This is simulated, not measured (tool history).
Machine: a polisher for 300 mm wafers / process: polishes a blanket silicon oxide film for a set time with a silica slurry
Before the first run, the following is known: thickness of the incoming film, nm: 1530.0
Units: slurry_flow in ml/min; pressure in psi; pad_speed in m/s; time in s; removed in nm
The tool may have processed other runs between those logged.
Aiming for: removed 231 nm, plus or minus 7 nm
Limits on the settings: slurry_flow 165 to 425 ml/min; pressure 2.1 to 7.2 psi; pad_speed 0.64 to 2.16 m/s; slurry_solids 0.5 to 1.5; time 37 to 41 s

Run 1, hour 0: slurry_flow 275 ml/min, pressure 4.6 psi, pad_speed 1.4 m/s, slurry_solids 1, time 41 s. Result: removed 170.25 nm.
Run 2, hour 7.8: slurry_flow 275 ml/min, pressure 4.6 psi, pad_speed 1.4 m/s, slurry_solids 1.1, time 41 s. Result: removed 175.19 nm.
Run 3, hour 10.8: slurry_flow 275 ml/min, pressure 4.6 psi, pad_speed 1.26 m/s, slurry_solids 1.1, time 41 s. Result: removed 164.87 nm.
Run 4, hour 11.9: slurry_flow 275 ml/min, pressure 4.9 psi, pad_speed 1.26 m/s, slurry_solids 1.1, time 41 s. Result: removed 172.99 nm.
Run 5, hour 17.8: slurry_flow 345 ml/min, pressure 4.9 psi, pad_speed 1.26 m/s, slurry_solids 1.1, time 41 s. Result: removed 175.17 nm.
At hour 21.5: worn pad replaced by a new one.
Run 6, hour 21.5: slurry_flow 345 ml/min, pressure 5.2 psi, pad_speed 1.26 m/s, slurry_solids 1.1, time 41 s. Result: removed 208.64 nm.
Run 7, hour 26.8: slurry_flow 355 ml/min, pressure 5.2 psi, pad_speed 1.26 m/s, slurry_solids 1.1, time 41 s. Result: removed 209.64 nm.
Run 8, hour 30.1: slurry_flow 365 ml/min, pressure 5.2 psi, pad_speed 1.26 m/s, slurry_solids 1.1, time 41 s. Result: removed 211.71 nm.
Run 9, hour 30.7: slurry_flow 375 ml/min, pressure 5.2 psi, pad_speed 1.26 m/s, slurry_solids 1.1, time 41 s. Result: removed 211.65 nm.
Run 10, hour 36.4: slurry_flow 380 ml/min, pressure 5.2 psi, pad_speed 1.26 m/s, slurry_solids 1.1, time 41 s. Result: removed 212.6 nm.
Run 11, hour 41.9: slurry_flow 385 ml/min, pressure 5.2 psi, pad_speed 1.26 m/s, slurry_solids 1.1, time 41 s. Result: removed 213.12 nm.
Run 12, hour 49.3: slurry_flow 390 ml/min, pressure 5.2 psi, pad_speed 1.26 m/s, slurry_solids 1.1, time 41 s. Result: removed 213.06 nm.

5 next moves are on the table. One of them brings every result within its allowed miss. Which?
Run A, hour 56.7: slurry_flow 355 ml/min, pressure 6.5 psi, pad_speed 1.3 m/s, slurry_solids 0.9, time 41 s. Result: removed ?.
Run B, hour 56.7: slurry_flow 395 ml/min, pressure 5.2 psi, pad_speed 1.46 m/s, slurry_solids 1.2, time 41 s. Result: removed ?.
Run C, hour 56.7: slurry_flow 355 ml/min, pressure 6.5 psi, pad_speed 1.44 m/s, slurry_solids 0.7, time 41 s. Result: removed ?.
Run D, hour 56.7: slurry_flow 305 ml/min, pressure 6.5 psi, pad_speed 0.98 m/s, slurry_solids 1.5, time 41 s. Result: removed ?.
Run E, hour 56.7: slurry_flow 425 ml/min, pressure 6 psi, pad_speed 1.18 m/s, slurry_solids 1.3, time 41 s. Result: removed ?.

move  removed
   A   242.34
   B   243.19
   C   240.72
   D   228.41
   E   240.59
A: moves the result that the last run missed by most past its target, out the other side
B: moves the result that the last run missed by most past its target, out the other side
C: moves the result that the last run missed by most past its target, out the other side
D: every result lands within tolerance
E: moves the result that the last run missed by most past its target, out the other side
Answer: D

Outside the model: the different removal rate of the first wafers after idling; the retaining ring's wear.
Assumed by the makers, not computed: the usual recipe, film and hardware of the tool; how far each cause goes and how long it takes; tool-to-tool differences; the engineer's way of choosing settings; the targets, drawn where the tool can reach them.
